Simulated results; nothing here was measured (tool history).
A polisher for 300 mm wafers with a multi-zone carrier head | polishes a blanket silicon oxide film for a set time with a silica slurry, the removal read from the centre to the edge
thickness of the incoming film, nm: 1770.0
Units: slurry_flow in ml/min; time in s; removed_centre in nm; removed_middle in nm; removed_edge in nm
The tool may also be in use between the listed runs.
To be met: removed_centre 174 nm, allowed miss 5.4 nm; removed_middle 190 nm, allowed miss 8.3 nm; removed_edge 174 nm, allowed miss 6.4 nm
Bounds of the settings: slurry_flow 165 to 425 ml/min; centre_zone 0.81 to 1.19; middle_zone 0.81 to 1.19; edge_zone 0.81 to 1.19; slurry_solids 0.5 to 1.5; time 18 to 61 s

| run | hour | slurry_flow | centre_zone | middle_zone | edge_zone | slurry_solids | time | removed_centre | removed_middle | removed_edge |
|---|---|---|---|---|---|---|---|---|---|---|
| 1 | 0 | 275 | 1 | 1 | 1 | 1 | 39 | 130.18 | 126.65 | 126.24 |
| 2 | 8.4 | 275 | 1 | 1 | 0.92 | 1 | 39 | 129.75 | 127.7 | 122.74 |
| 3 | 17 | 275 | 1 | 1 | 0.95 | 1 | 39 | 130.42 | 127.86 | 128.44 |
| 4 | 20.6 | 275 | 1 | 1.02 | 0.96 | 1.1 | 39 | 137.03 | 135.97 | 130.17 |
| 5 | 28.5 | 275 | 0.99 | 1.03 | 0.98 | 1.2 | 40 | 142.58 | 143.98 | 140.47 |
| 6 | 34 | 340 | 0.99 | 1.03 | 0.98 | 1.2 | 40 | 146.1 | 151.21 | 141.67 |
| 7 | 41 | 335 | 0.99 | 1.04 | 0.99 | 1.25 | 41 | 149.86 | 157.8 | 147.72 |
| 8 | 44.8 | 335 | 0.99 | 1.05 | 1 | 1.3 | 41 | 151.75 | 160.77 | 148.81 |
| 9 | 53 | 335 | 0.99 | 1.05 | 1.01 | 1.35 | 42 | 159.31 | 163.21 | 157.29 |

5 next moves are on the table. One of them brings every result within its allowed miss. Which?
| A | 61.2 | 300 | 0.96 | 1.06 | 0.92 | 1.3 | 49 | ? | ? | ? |
| B | 61.2 | 330 | 1.08 | 1.01 | 0.87 | 1.1 | 49 | ? | ? | ? |
| C | 61.2 | 295 | 0.93 | 0.94 | 1.13 | 1.3 | 43 | ? | ? | ? |
| D | 61.2 | 370 | 0.95 | 1.18 | 0.94 | 1.35 | 48 | ? | ? | ? |
| E | 61.2 | 285 | 1.04 | 0.82 | 1.19 | 1.2 | 43 | ? | ? | ? |

| move | removed_centre | removed_middle | removed_edge |
|---|---|---|---|
| A | 174.54 | 190.65 | 174.4 |
| B | 186.38 | 173.34 | 162.45 |
| C | 147.94 | 150.9 | 163.17 |
| D | 175.3 | 211.6 | 176.58 |
| E | 159.97 | 130.31 | 161.02 |
A: meets every target
B: nearer than the last run, and not there yet
C: further off than the last run
D: takes the result that was furthest off past its target
E: further off than the last run
Move A is the one to make.
